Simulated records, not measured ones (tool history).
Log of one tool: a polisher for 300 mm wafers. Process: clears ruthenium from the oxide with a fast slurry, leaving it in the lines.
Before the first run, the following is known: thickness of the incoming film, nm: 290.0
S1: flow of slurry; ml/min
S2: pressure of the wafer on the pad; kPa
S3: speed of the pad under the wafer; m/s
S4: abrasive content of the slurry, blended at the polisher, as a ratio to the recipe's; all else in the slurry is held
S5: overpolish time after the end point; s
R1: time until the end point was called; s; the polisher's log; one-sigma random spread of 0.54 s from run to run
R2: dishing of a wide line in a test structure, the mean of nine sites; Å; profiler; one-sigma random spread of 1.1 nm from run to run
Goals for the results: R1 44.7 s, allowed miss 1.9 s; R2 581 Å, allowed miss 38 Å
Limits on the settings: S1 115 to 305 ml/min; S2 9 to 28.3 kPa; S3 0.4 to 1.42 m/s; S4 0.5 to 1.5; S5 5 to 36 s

run 1 hour=0 | S1=195 S2=18.6 S3=0.9 S4=1 S5=18 | R1=67.663 R2=575.43
run 2 hour=2.7 | S1=195 S2=14.5 S3=0.9 S4=1 S5=18 | R1=84.319 R2=461.32
run 3 hour=4.3 | S1=195 S2=17.9 S3=0.9 S4=1 S5=18 | R1=70.2 R2=550.6
run 4 hour=9.7 | S1=195 S2=19.3 S3=0.9 S4=1 S5=16 | R1=64.937 R2=537.42
run 5 hour=17.6 | S1=195 S2=20.7 S3=0.9 S4=1 S5=15 | R1=60.962 R2=548.43
run 6 hour=25.8 | S1=195 S2=20.7 S3=1.06 S4=1 S5=15 | R1=53.501 R2=613.37
run 7 hour=34.5 | S1=195 S2=21.4 S3=1.06 S4=1 S5=14 | R1=51.194 R2=607.77
run 8 hour=39.6 | S1=195 S2=22.1 S3=1.06 S4=1 S5=13 | R1=48.986 R2=587.52
run 9 hour=46.1 | S1=200 S2=22.8 S3=1.06 S4=1 S5=12 | R1=47.326 R2=537.16

Of the 4 settings listed for the next run, only one would bring every result within its allowed miss of target. Which one?
run A hour=52.6 | S1=200 S2=22.1 S3=1.16 S4=1 S5=12 | R1=? R2=?
run B hour=52.6 | S1=200 S2=23.4 S3=0.96 S4=1 S5=11 | R1=? R2=?
run C hour=52.6 | S1=175 S2=24.1 S3=1.1 S4=0.95 S5=10 | R1=? R2=?
run D hour=52.6 | S1=210 S2=25.5 S3=0.92 S4=0.95 S5=14 | R1=? R2=?

move=A R1=45.7 R2=546.65
move=B R1=51.252 R2=459.23
move=C R1=45.617 R2=467.81
move=D R1=49.48 R2=582.28
A: each result inside its tolerance
B: further off than the last run
C: gets the furthest-off result to its target, but another result is out of tolerance
D: further off than the last run
The move that meets every target is A.

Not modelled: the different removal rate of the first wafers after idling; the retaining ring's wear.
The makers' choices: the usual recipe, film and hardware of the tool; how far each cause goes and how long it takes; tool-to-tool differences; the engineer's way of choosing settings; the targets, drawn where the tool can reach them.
